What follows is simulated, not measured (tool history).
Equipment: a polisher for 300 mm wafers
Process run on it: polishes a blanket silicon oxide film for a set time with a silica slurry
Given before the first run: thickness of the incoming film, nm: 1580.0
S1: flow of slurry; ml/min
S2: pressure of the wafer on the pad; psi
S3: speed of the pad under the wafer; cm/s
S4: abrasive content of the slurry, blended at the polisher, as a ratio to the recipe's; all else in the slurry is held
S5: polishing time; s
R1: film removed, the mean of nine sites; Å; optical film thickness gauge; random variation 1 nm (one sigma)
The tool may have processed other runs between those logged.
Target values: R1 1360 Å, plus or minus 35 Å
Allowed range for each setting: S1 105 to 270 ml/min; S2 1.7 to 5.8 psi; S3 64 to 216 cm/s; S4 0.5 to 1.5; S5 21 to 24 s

run,hour,S1,S2,S3,S4,S5,R1
1,0,175,3.7,140,1,24,972.76
2,7.9,180,3.9,140,1,24,1021
3,13.9,180,3.9,166,1,24,1180.3
4,18.9,185,4,166,1,24,1212.9
5,23.5,185,4,166,1,24,1210.7
6,25,185,4.1,166,1,24,1248.7
7,32,190,4.2,166,1,24,1269
8,39.7,190,4.3,166,1,24,1307.9
9,44.1,190,4.3,166,1,24,1297.5

Next run, 4 choices. One meets every target within its allowed miss, the rest don't. Which?
A,48.5,235,3.9,178,1.2,23,?
B,48.5,170,4.2,200,0.85,23,?
C,48.5,210,4.3,156,1.05,24,?
D,48.5,195,4.6,198,0.8,21,?

move,R1
A,1351.6
B,1286.3
C,1294.7
D,1254.9
A: each result inside its tolerance
B: the biggest miss grows against the last run
C: as far off as the last run
D: the biggest miss grows against the last run
A meets every target.
